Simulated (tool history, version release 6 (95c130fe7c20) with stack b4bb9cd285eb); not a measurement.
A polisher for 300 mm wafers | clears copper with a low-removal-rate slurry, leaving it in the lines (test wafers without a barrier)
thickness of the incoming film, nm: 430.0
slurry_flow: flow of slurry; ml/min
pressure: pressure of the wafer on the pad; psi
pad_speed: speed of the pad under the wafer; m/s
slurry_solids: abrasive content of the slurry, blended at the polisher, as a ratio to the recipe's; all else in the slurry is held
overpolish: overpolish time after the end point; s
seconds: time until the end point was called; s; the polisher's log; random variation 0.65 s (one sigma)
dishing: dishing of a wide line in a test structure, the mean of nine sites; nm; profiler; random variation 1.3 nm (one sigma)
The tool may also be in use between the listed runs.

| run | hour | slurry_flow | pressure | pad_speed | slurry_solids | overpolish | seconds | dishing |
|---|---|---|---|---|---|---|---|---|
| 1 | 0 | 205 | 3.8 | 1.24 | 1 | 9 | 76.443 | 33.018 |
| 2 | 6.2 | 205 | 3.8 | 1.24 | 1 | 12 | 80.566 | 40.354 |
| 3 | 14.9 | 205 | 3.8 | 1.24 | 1 | 15 | 78.865 | 49.733 |
| 4 | 20.6 | 205 | 3.8 | 1.24 | 0.9 | 15 | 81.222 | 46.707 |
| 5 | 27.4 | 205 | 3.8 | 1.52 | 0.9 | 15 | 70.693 | 52.125 |
| 6 | 32.6 | 205 | 4.1 | 1.52 | 0.9 | 15 | 65.774 | 54.003 |

Run 7 comes next. What will it give?
| 7 | 34.5 | 205 | 4.3 | 1.52 | 0.9 | 15 | ? | ? |

seconds: 64.343 s
dishing: 57.802 nm
